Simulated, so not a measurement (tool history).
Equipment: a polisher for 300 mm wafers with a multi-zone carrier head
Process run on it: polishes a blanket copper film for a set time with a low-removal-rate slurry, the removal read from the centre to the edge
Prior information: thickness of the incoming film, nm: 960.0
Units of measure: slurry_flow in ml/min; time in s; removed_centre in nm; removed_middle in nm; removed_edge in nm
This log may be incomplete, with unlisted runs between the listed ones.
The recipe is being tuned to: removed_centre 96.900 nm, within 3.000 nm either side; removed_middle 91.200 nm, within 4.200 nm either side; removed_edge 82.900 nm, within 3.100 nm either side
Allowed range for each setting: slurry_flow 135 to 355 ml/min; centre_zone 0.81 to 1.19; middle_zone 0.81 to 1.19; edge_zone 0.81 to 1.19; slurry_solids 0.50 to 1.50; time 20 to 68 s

run,hour,slurry_flow,centre_zone,middle_zone,edge_zone,slurry_solids,time,removed_centre,removed_middle,removed_edge
1,0.0,225,1.00,1.00,1.00,1.00,44,72.077,71.341,70.416
2,2.8,225,1.00,1.00,1.00,1.00,36,59.442,58.271,58.393
3,4.3,225,1.00,1.00,0.97,1.00,36,59.509,58.073,56.778
4,10.0,225,0.93,1.00,0.97,1.00,36,54.918,59.460,56.801
5,14.0,225,0.90,1.00,0.97,1.00,36,53.706,58.875,57.086
6,18.6,225,0.90,1.00,0.92,1.00,36,53.444,59.412,56.593
7,20.2,235,0.94,1.02,0.92,1.10,38,59.682,66.723,59.931
8,20.8,240,0.98,1.02,0.95,1.20,40,66.630,71.051,64.919
9,27.6,245,1.02,1.03,0.98,1.25,41,71.898,73.948,67.083
10,34.2,270,1.12,1.04,1.07,1.50,49,99.796,91.178,88.952
11,37.9,265,1.12,1.04,1.05,1.50,49,98.584,91.637,87.572
12,44.2,265,1.12,1.04,1.04,1.50,49,98.803,93.600,87.742

Which of these 5 next moves meets every target?
A,50.5,250,1.03,0.97,1.07,1.35,56,?,?,?
B,50.5,275,1.19,1.04,0.96,1.50,48,?,?,?
C,50.5,250,1.16,1.14,0.81,1.50,48,?,?,?
D,50.5,255,1.09,1.07,1.07,1.45,51,?,?,?
E,50.5,290,1.11,1.05,0.97,1.50,48,?,?,?

move,removed_centre,removed_middle,removed_edge
A,101.100,97.326,97.687
B,103.490,91.158,81.587
C,99.682,97.529,74.782
D,99.082,97.778,90.171
E,97.118,92.475,82.341
A: misses by more than the last run did
B: brings the result that was furthest off to its target, and leaves another outside
C: takes the biggest miss from the last run beyond its target
D: misses by more than the last run did
E: each result inside its tolerance
Answer: E
